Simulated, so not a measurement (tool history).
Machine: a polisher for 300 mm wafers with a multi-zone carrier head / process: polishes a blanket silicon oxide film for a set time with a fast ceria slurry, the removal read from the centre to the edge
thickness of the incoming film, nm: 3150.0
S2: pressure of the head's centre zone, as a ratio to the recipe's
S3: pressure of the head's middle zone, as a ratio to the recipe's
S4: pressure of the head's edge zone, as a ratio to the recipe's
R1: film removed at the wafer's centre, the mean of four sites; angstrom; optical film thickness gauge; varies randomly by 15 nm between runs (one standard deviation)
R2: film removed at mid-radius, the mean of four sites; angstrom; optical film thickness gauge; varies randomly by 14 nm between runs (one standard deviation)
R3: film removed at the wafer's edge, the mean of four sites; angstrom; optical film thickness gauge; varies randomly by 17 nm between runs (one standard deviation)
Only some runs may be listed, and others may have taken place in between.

{"run": 1, "day": 0.0, "flow of slurry (ml/min)": 220, "S2": 1, "S3": 1, "S4": 1, "polishing time (s)": 56, "R1": 8865.8, "R2": 8585.8, "R3": 8913.2}
{"run": 2, "day": 0.358, "flow of slurry (ml/min)": 220, "S2": 1, "S3": 0.97, "S4": 1, "polishing time (s)": 56, "R1": 8656.5, "R2": 8209.4, "R3": 8934.4}
{"run": 3, "day": 0.725, "flow of slurry (ml/min)": 220, "S2": 1, "S3": 0.97, "S4": 1, "polishing time (s)": 67, "R1": 10602, "R2": 10135, "R3": 11009}
{"run": 4, "day": 0.808, "flow of slurry (ml/min)": 220, "S2": 1.05, "S3": 0.97, "S4": 1, "polishing time (s)": 67, "R1": 11104, "R2": 9708.7, "R3": 10676}
{"run": 5, "day": 1.079, "flow of slurry (ml/min)": 220, "S2": 1.05, "S3": 0.9, "S4": 1, "polishing time (s)": 67, "R1": 11147, "R2": 9038.8, "R3": 10875}
{"run": 6, "day": 1.371, "flow of slurry (ml/min)": 220, "S2": 1.05, "S3": 0.99, "S4": 1, "polishing time (s)": 67, "R1": 11114, "R2": 10287, "R3": 10756}
{"run": 7, "day": 1.458, "flow of slurry (ml/min)": 220, "S2": 1.05, "S3": 0.97, "S4": 1.02, "polishing time (s)": 68, "R1": 11277, "R2": 10131, "R3": 10973}
{"run": 8, "day": 1.55, "flow of slurry (ml/min)": 220, "S2": 1.05, "S3": 0.95, "S4": 1.02, "polishing time (s)": 69, "R1": 11508, "R2": 10342, "R3": 10983}

Predict the results of run 9:
{"run": 9, "day": 1.575, "flow of slurry (ml/min)": 220, "S2": 1.04, "S3": 0.94, "S4": 1.01, "polishing time (s)": 70, "R1": "?", "R2": "?", "R3": "?"}

R1: 11315 angstrom
R2: 9844.1 angstrom
R3: 11145 angstrom
